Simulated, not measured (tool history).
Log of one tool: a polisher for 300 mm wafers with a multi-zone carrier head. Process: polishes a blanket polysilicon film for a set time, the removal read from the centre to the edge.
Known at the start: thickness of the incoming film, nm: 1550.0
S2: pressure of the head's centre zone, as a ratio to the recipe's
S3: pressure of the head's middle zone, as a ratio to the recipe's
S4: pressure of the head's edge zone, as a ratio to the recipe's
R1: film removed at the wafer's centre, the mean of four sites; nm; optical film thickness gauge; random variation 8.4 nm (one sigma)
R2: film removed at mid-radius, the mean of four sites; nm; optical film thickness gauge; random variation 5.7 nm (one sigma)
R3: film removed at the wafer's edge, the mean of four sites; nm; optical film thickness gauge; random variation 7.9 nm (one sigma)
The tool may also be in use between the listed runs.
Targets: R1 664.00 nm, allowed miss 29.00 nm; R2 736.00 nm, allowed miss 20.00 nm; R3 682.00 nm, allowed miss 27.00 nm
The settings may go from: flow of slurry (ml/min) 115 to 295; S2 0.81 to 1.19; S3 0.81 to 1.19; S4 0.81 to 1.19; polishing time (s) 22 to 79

run 1 hour=0.0 | flow_of_slurry_(ml/min)=190 S2=1.00 S3=1.00 S4=1.00 polishing_time_(s)=50 | R1=485.72 R2=491.98 R3=478.44
run 2 hour=3.7 | flow_of_slurry_(ml/min)=215 S2=1.00 S3=1.00 S4=1.00 polishing_time_(s)=50 | R1=491.24 R2=496.44 R3=504.30
run 3 hour=7.8 | flow_of_slurry_(ml/min)=220 S2=1.01 S3=1.04 S4=1.01 polishing_time_(s)=53 | R1=525.48 R2=546.86 R3=519.39
run 4 hour=15.8 | flow_of_slurry_(ml/min)=220 S2=1.01 S3=1.04 S4=1.01 polishing_time_(s)=40 | R1=393.67 R2=412.93 R3=392.13
run 5 hour=21.1 | flow_of_slurry_(ml/min)=220 S2=1.01 S3=0.97 S4=1.01 polishing_time_(s)=40 | R1=391.65 R2=386.19 R3=388.94
run 6 hour=27.1 | flow_of_slurry_(ml/min)=220 S2=1.01 S3=0.97 S4=1.01 polishing_time_(s)=50 | R1=497.24 R2=491.08 R3=495.12
run 7 hour=32.9 | flow_of_slurry_(ml/min)=230 S2=1.01 S3=1.00 S4=1.02 polishing_time_(s)=53 | R1=524.35 R2=526.52 R3=525.39
run 8 hour=34.7 | flow_of_slurry_(ml/min)=230 S2=1.00 S3=1.02 S4=1.01 polishing_time_(s)=56 | R1=554.94 R2=576.35 R3=551.49
run 9 hour=38.9 | flow_of_slurry_(ml/min)=230 S2=0.99 S3=1.03 S4=1.02 polishing_time_(s)=59 | R1=581.29 R2=613.10 R3=593.32
run 10 hour=42.9 | flow_of_slurry_(ml/min)=230 S2=0.99 S3=1.05 S4=1.03 polishing_time_(s)=61 | R1=597.81 R2=638.66 R3=617.88
run 11 hour=49.5 | flow_of_slurry_(ml/min)=230 S2=0.99 S3=1.06 S4=1.03 polishing_time_(s)=62 | R1=597.40 R2=650.94 R3=613.33

5 next moves are on the table. One of them brings every result within its allowed miss. Which?
run A hour=56.1 | flow_of_slurry_(ml/min)=250 S2=0.95 S3=1.14 S4=0.96 polishing_time_(s)=70 | R1=? R2=? R3=?
run B hour=56.1 | flow_of_slurry_(ml/min)=235 S2=0.98 S3=1.17 S4=1.01 polishing_time_(s)=69 | R1=? R2=? R3=?
run C hour=56.1 | flow_of_slurry_(ml/min)=295 S2=0.89 S3=1.12 S4=1.10 polishing_time_(s)=65 | R1=? R2=? R3=?
run D hour=56.1 | flow_of_slurry_(ml/min)=295 S2=0.98 S3=1.08 S4=1.03 polishing_time_(s)=67 | R1=? R2=? R3=?
run E hour=56.1 | flow_of_slurry_(ml/min)=185 S2=1.07 S3=1.19 S4=0.93 polishing_time_(s)=65 | R1=? R2=? R3=?

move=A R1=655.43 R2=779.85 R3=692.56
move=B R1=661.52 R2=779.39 R3=690.57
move=C R1=580.77 R2=726.33 R3=683.25
move=D R1=659.53 R2=726.80 R3=688.33
move=E R1=657.49 R2=721.23 R3=618.15
A: takes the result that was furthest off past its target
B: takes the result that was furthest off past its target
C: brings the result that was furthest off to its target, and leaves another outside
D: meets every target
E: brings the result that was furthest off to its target, and leaves another outside
Move D is the one to make.
